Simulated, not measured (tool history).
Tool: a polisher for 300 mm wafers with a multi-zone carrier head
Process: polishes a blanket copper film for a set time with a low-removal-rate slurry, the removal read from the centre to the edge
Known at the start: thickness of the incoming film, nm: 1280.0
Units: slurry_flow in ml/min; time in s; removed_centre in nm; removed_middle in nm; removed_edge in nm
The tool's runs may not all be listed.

Run 1, hour 0: slurry_flow 155 ml/min, centre_zone 1, middle_zone 1, edge_zone 1, slurry_solids 1, time 88 s. Result: removed_centre 185.24 nm, removed_middle 180.76 nm, removed_edge 185.68 nm.
Run 2, hour 6.3: slurry_flow 180 ml/min, centre_zone 1, middle_zone 1, edge_zone 1, slurry_solids 1, time 88 s. Result: removed_centre 190.63 nm, removed_middle 184.07 nm, removed_edge 186.17 nm.
Run 3, hour 14.6: slurry_flow 180 ml/min, centre_zone 1, middle_zone 1, edge_zone 1, slurry_solids 1, time 72 s. Result: removed_centre 156.77 nm, removed_middle 153.69 nm, removed_edge 151.99 nm.
Run 4, hour 18.4: slurry_flow 180 ml/min, centre_zone 0.92, middle_zone 1, edge_zone 1, slurry_solids 1, time 72 s. Result: removed_centre 142.59 nm, removed_middle 153.62 nm, removed_edge 150.41 nm.
Run 5, hour 19.8: slurry_flow 180 ml/min, centre_zone 0.96, middle_zone 1, edge_zone 1, slurry_solids 1, time 72 s. Result: removed_centre 148.79 nm, removed_middle 150.99 nm, removed_edge 151.64 nm.
Run 6, hour 21.5: slurry_flow 180 ml/min, centre_zone 0.95, middle_zone 1, edge_zone 0.98, slurry_solids 0.95, time 71 s. Result: removed_centre 143.77 nm, removed_middle 149.6 nm, removed_edge 149.48 nm.
Run 7, hour 22.6: slurry_flow 185 ml/min, centre_zone 0.95, middle_zone 1.01, edge_zone 0.97, slurry_solids 0.9, time 68 s. Result: removed_centre 137.75 nm, removed_middle 142.28 nm, removed_edge 138.04 nm.
Run 8, hour 26.1: slurry_flow 185 ml/min, centre_zone 0.94, middle_zone 1.01, edge_zone 0.96, slurry_solids 0.85, time 67 s. Result: removed_centre 131.43 nm, removed_middle 140.83 nm, removed_edge 135.41 nm.
Run 9, hour 34.1: slurry_flow 190 ml/min, centre_zone 0.93, middle_zone 1.01, edge_zone 0.95, slurry_solids 0.8, time 66 s. Result: removed_centre 127.56 nm, removed_middle 136.66 nm, removed_edge 130.32 nm.
Run 10, hour 38.7: slurry_flow 190 ml/min, centre_zone 0.92, middle_zone 1.01, edge_zone 0.94, slurry_solids 0.75, time 65 s. Result: removed_centre 122.5 nm, removed_middle 132.62 nm, removed_edge 126.33 nm.
Run 11, hour 47.1: slurry_flow 190 ml/min, centre_zone 0.91, middle_zone 1.01, edge_zone 0.93, slurry_solids 0.7, time 65 s. Result: removed_centre 121.05 nm, removed_middle 131.63 nm, removed_edge 127.13 nm.
Run 12, hour 54: slurry_flow 145 ml/min, centre_zone 0.89, middle_zone 1.1, edge_zone 0.83, slurry_solids 0.5, time 55 s. Result: removed_centre 90.452 nm, removed_middle 108.94 nm, removed_edge 95.768 nm.
Run 13, hour 60.8: slurry_flow 150 ml/min, centre_zone 0.89, middle_zone 1.1, edge_zone 0.84, slurry_solids 0.5, time 55 s. Result: removed_centre 91.768 nm, removed_middle 109.24 nm, removed_edge 94.225 nm.
Run 14, hour 63.6: slurry_flow 160 ml/min, centre_zone 0.88, middle_zone 1.1, edge_zone 0.94, slurry_solids 0.75, time 56 s. Result: removed_centre 99.791 nm, removed_middle 120.89 nm, removed_edge 108.11 nm.

The next listed run, before its measurement:
Run 15, hour 69.8: slurry_flow 160 ml/min, centre_zone 0.88, middle_zone 1.1, edge_zone 0.94, slurry_solids 0.75, time 56 s. Result: removed_centre ?, removed_middle ?, removed_edge ?.

Run 15 gave removed_centre 98.429 nm, removed_middle 120.65 nm, removed_edge 107.53 nm.

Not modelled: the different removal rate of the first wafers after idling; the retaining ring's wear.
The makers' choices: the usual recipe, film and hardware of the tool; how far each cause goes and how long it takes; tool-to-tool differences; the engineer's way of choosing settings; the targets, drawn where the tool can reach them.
